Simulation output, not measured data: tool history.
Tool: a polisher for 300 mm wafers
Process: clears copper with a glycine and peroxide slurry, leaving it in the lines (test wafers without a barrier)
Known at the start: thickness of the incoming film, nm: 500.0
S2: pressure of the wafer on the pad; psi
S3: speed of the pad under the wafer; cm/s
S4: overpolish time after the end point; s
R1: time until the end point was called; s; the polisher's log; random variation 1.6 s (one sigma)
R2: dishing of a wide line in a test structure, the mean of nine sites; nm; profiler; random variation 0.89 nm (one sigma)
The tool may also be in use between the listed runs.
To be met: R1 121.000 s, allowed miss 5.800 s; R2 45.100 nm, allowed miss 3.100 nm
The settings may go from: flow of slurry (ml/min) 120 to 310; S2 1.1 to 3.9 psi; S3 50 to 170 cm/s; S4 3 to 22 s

Run 1, hour 0.0: flow of slurry (ml/min) 200, S2 2.5 psi, S3 110 cm/s, S4 11 s. Result: R1 90.018 s, R2 35.993 nm.
Run 2, hour 7.0: flow of slurry (ml/min) 200, S2 2.5 psi, S3 88 cm/s, S4 11 s. Result: R1 107.640 s, R2 31.246 nm.
Run 3, hour 12.1: flow of slurry (ml/min) 175, S2 2.5 psi, S3 88 cm/s, S4 11 s. Result: R1 107.540 s, R2 31.492 nm.
Run 4, hour 14.0: flow of slurry (ml/min) 150, S2 2.5 psi, S3 88 cm/s, S4 11 s. Result: R1 109.610 s, R2 31.502 nm.
Run 5, hour 17.2: flow of slurry (ml/min) 150, S2 2.4 psi, S3 88 cm/s, S4 13 s. Result: R1 117.150 s, R2 34.481 nm.
Run 6, hour 25.6: flow of slurry (ml/min) 150, S2 2.4 psi, S3 88 cm/s, S4 14 s. Result: R1 119.830 s, R2 36.387 nm.
Run 7, hour 29.4: flow of slurry (ml/min) 150, S2 2.4 psi, S3 88 cm/s, S4 15 s. Result: R1 116.190 s, R2 38.248 nm.
Run 8, hour 34.5: flow of slurry (ml/min) 150, S2 2.4 psi, S3 88 cm/s, S4 16 s. Result: R1 114.220 s, R2 39.615 nm.
Run 9, hour 38.4: flow of slurry (ml/min) 145, S2 2.4 psi, S3 88 cm/s, S4 17 s. Result: R1 117.570 s, R2 40.908 nm.

4 next moves are on the table. One of them brings every result within its allowed miss. Which?
Run A, hour 42.3: flow of slurry (ml/min) 125, S2 2.2 psi, S3 96 cm/s, S4 17 s. Result: R1 ?, R2 ?.
Run B, hour 42.3: flow of slurry (ml/min) 130, S2 2.5 psi, S3 84 cm/s, S4 16 s. Result: R1 ?, R2 ?.
Run C, hour 42.3: flow of slurry (ml/min) 190, S2 2.5 psi, S3 66 cm/s, S4 22 s. Result: R1 ?, R2 ?.
Run D, hour 42.3: flow of slurry (ml/min) 140, S2 2.1 psi, S3 100 cm/s, S4 20 s. Result: R1 ?, R2 ?.

move       R1      R2
   A  122.150  39.103
   B  121.510  37.885
   C  135.580  44.503
   D  119.460  44.160
A: further off than the last run
B: further off than the last run
C: brings the result that was furthest off to its target, and leaves another outside
D: meets every target
Move D is the one to make.

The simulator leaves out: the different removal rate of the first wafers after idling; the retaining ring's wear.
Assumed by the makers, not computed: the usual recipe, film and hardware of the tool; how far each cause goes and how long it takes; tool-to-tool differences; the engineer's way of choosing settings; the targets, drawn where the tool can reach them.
